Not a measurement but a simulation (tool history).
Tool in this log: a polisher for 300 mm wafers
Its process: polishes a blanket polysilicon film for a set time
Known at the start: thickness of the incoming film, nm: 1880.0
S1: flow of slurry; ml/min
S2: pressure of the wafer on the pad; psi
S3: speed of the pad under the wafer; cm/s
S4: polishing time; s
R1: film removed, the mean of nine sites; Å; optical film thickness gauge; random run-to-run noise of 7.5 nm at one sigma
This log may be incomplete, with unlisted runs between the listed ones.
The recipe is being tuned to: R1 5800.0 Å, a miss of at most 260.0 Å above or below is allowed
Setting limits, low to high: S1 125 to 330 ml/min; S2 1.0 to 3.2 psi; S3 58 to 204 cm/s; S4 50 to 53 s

run,hour,S1,S2,S3,S4,R1
1,0.0,210,2.1,130,50,3409.5
2,5.0,165,2.1,130,50,3269.6
3,10.8,125,2.1,130,50,3047.7
4,13.8,150,2.4,132,50,3720.6
5,15.5,125,2.4,132,50,3602.5
6,23.3,125,2.4,132,53,3781.0
7,25.0,150,2.6,132,53,4275.0
# hour 26.2: head pressure recalibrated
8,26.2,170,2.7,132,53,4879.8
9,29.5,185,2.7,132,53,4890.4

Which single option among these 5 for the next run brings every result within its allowed miss of target? Just one does.
A,32.8,130,2.9,142,53,?
B,32.8,155,2.7,160,50,?
C,32.8,195,2.9,158,53,?
D,32.8,255,3.2,122,53,?
E,32.8,195,2.8,166,53,?

move,R1
A,5270.9
B,5326.1
C,6234.2
D,5746.8
E,6280.6
A: closer than the last run, but not yet in spec
B: closer than the last run, but not yet in spec
C: the result that was furthest off in the last run now lies on the other side of its target
D: meets every target
E: the result that was furthest off in the last run now lies on the other side of its target
Go with D: it meets all targets.

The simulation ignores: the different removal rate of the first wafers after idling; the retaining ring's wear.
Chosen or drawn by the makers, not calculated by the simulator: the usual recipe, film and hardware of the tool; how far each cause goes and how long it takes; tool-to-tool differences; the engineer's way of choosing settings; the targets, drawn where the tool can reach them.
